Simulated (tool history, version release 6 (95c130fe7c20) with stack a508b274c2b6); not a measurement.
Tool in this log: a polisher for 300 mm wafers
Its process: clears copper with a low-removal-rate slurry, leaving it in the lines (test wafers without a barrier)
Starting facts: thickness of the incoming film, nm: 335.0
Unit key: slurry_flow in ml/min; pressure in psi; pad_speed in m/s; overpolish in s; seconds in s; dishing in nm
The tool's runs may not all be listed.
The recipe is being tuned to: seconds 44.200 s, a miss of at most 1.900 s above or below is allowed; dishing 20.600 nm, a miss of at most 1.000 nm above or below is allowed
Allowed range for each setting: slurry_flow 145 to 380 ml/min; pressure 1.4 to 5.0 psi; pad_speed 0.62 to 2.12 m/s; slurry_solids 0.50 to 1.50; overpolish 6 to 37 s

run 1 hour=0.0 | slurry_flow=245 pressure=3.2 pad_speed=1.36 slurry_solids=1.00 overpolish=19 | seconds=91.778 dishing=23.767
run 2 hour=8.3 | slurry_flow=245 pressure=3.2 pad_speed=1.36 slurry_solids=1.00 overpolish=16 | seconds=91.345 dishing=22.546
run 3 hour=11.0 | slurry_flow=245 pressure=3.2 pad_speed=1.02 slurry_solids=1.00 overpolish=16 | seconds=119.380 dishing=19.952
run 4 hour=12.2 | slurry_flow=260 pressure=3.4 pad_speed=1.06 slurry_solids=1.05 overpolish=15 | seconds=106.290 dishing=20.837
run 5 hour=12.8 | slurry_flow=260 pressure=2.8 pad_speed=1.06 slurry_solids=1.05 overpolish=15 | seconds=130.370 dishing=18.431
run 6 hour=14.9 | slurry_flow=275 pressure=2.9 pad_speed=1.18 slurry_solids=1.10 overpolish=14 | seconds=111.000 dishing=19.438
run 7 hour=15.8 | slurry_flow=205 pressure=3.8 pad_speed=1.56 slurry_solids=0.85 overpolish=6 | seconds=74.314 dishing=15.677
run 8 hour=21.2 | slurry_flow=255 pressure=4.7 pad_speed=1.70 slurry_solids=1.00 overpolish=13 | seconds=50.435 dishing=25.525
run 9 hour=28.9 | slurry_flow=250 pressure=4.7 pad_speed=1.72 slurry_solids=1.00 overpolish=12 | seconds=49.499 dishing=25.292
run 10 hour=35.1 | slurry_flow=250 pressure=4.7 pad_speed=1.72 slurry_solids=1.00 overpolish=12 | seconds=50.506 dishing=25.079

Which one of the following 4 next-run settings gets every result inside its allowed miss? There is exactly one.
run A hour=41.3 | slurry_flow=300 pressure=4.8 pad_speed=1.86 slurry_solids=1.00 overpolish=6 | seconds=? dishing=?
run B hour=41.3 | slurry_flow=240 pressure=4.7 pad_speed=1.44 slurry_solids=0.95 overpolish=9 | seconds=? dishing=?
run C hour=41.3 | slurry_flow=200 pressure=4.2 pad_speed=1.40 slurry_solids=1.05 overpolish=9 | seconds=? dishing=?
run D hour=41.3 | slurry_flow=200 pressure=4.8 pad_speed=1.62 slurry_solids=0.65 overpolish=11 | seconds=? dishing=?

move=A seconds=44.537 dishing=20.255
move=B seconds=60.653 dishing=21.144
move=C seconds=68.974 dishing=19.856
move=D seconds=61.717 dishing=22.753
A: meets every target
B: brings the result that was furthest off to its target, and leaves another outside
C: brings the result that was furthest off to its target, and leaves another outside
D: moves away from the targets compared with the last run
So the answer is move A, the one that meets all the targets.
